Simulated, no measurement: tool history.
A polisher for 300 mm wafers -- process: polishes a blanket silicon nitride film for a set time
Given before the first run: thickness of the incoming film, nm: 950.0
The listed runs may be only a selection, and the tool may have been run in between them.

run  hour  flow of slurry (ml/min)  pressure of the wafer on the pad (kPa)  speed of the pad under the wafer (cm/s)  polishing time (s)  film removed (angstrom)
  1     0                      200                                    19.3                                      110                  54                   625.95
  2   7.8                      200                                    22.1                                      110                  54                   715.97
  3  15.2                      205                                    24.1                                      110                  54                   774.53
  4  17.9                      205                                    25.5                                      114                  54                   849.92
     19.5  -- head pressure recalibrated
  5  19.5                      205                                    23.4                                      114                  54                   839.84
  6  21.1                      225                                    24.1                                      114                  54                   872.37

Run 7 has not been measured yet. What should we expect?
  7  24.9                      225                                    29.6                                      116                  54                        ?

film removed (angstrom): 1082.3
